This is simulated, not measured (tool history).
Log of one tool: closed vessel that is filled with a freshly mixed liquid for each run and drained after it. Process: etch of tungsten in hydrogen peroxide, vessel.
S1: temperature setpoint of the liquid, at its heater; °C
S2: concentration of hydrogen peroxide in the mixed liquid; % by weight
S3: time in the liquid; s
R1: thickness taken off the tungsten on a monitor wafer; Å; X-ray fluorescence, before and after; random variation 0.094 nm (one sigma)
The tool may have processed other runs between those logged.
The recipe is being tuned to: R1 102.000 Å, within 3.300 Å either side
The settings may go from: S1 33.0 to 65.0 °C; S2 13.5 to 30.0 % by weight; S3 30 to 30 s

| run | day | S1 | S2 | S3 | R1 |
|---|---|---|---|---|---|
| 1 | 0.000 | 49.0 | 25.5 | 30 | 239.500 |
| 2 | 0.038 | 49.0 | 21.5 | 30 | 222.970 |
| 3 | 0.112 | 55.5 | 21.5 | 30 | 327.590 |
| 4 | 0.200 | 50.5 | 21.5 | 30 | 243.040 |
| 5 | 0.325 | 46.0 | 21.5 | 30 | 182.020 |
| 6 | 0.608 | 46.0 | 19.5 | 30 | 174.920 |
| 7 | 0.912 | 46.0 | 19.5 | 30 | 173.290 |
| 8 | 1.246 | 43.5 | 19.5 | 30 | 149.270 |
| 9 | 1.542 | 36.0 | 19.0 | 30 | 90.566 |

Consider the 4 candidate settings below. Which is the only one whose results all fall within their allowed miss of target?
| A | 1.838 | 40.5 | 13.5 | 30 | ? |
| B | 1.838 | 34.5 | 20.5 | 30 | ? |
| C | 1.838 | 33.5 | 19.5 | 30 | ? |
| D | 1.838 | 34.0 | 19.0 | 30 | ? |

| move | R1 |
|---|---|
| A | 100.010 |
| B | 82.873 |
| C | 75.540 |
| D | 77.134 |
A: every result within its allowed miss
B: its largest miss is bigger than the last run's
C: its largest miss is bigger than the last run's
D: its largest miss is bigger than the last run's
Move A is the one to make.

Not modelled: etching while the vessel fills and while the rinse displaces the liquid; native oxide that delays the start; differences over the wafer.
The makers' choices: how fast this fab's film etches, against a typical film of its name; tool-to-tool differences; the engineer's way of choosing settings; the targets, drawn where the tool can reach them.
